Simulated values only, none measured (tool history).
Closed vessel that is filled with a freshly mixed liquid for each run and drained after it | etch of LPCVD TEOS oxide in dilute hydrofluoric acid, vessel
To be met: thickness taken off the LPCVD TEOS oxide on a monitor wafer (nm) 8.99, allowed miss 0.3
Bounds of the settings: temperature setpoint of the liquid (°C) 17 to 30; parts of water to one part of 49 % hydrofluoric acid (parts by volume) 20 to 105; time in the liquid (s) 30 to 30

| run | hour | temperature setpoint of the liquid (°C) | parts of water to one part of 49 % hydrofluoric acid (parts by volume) | time in the liquid (s) | thickness taken off the LPCVD TEOS oxide on a monitor wafer (nm) |
|---|---|---|---|---|---|
| 1 | 0 | 22 | 55 | 30 | 12.331 |
| 2 | 7.2 | 19.5 | 55 | 30 | 11.296 |
| 3 | 11.2 | 19.5 | 40 | 30 | 15.526 |
| 4 | 19.6 | 19 | 45 | 30 | 13.541 |
| 5 | 21.1 | 19 | 35 | 30 | 17.52 |
| 6 | 29.5 | 19 | 20 | 30 | 31.602 |
| 7 | 33.9 | 18.5 | 25 | 30 | 24.399 |
| 8 | 36.6 | 18 | 30 | 30 | 20.16 |
| 9 | 41.4 | 18 | 35 | 30 | 16.905 |
| 10 | 45.3 | 18 | 40 | 30 | 14.805 |
| 11 | 52 | 18 | 45 | 30 | 12.885 |
| 12 | 56.3 | 18 | 45 | 30 | 12.855 |
|  | 60 | thermometer replaced |
| 13 | 60 | 18 | 45 | 30 | 14.444 |
| 14 | 69.2 | 18 | 50 | 30 | 12.75 |
| 15 | 77.1 | 18 | 55 | 30 | 11.712 |
| 16 | 86.2 | 18 | 65 | 30 | 9.7335 |

4 next moves are on the table. One of them brings every result within its allowed miss. Which?
| A | 95.3 | 17 | 55 | 30 | ? |
| B | 95.3 | 18.5 | 70 | 30 | ? |
| C | 95.3 | 18.5 | 65 | 30 | ? |
| D | 95.3 | 17 | 60 | 30 | ? |

| move | thickness taken off the LPCVD TEOS oxide on a monitor wafer (nm) |
|---|---|
| A | 11.035 |
| B | 9.0923 |
| C | 9.8473 |
| D | 10.059 |
A: further off than the last run
B: meets every target
C: further off than the last run
D: further off than the last run
Answer: B

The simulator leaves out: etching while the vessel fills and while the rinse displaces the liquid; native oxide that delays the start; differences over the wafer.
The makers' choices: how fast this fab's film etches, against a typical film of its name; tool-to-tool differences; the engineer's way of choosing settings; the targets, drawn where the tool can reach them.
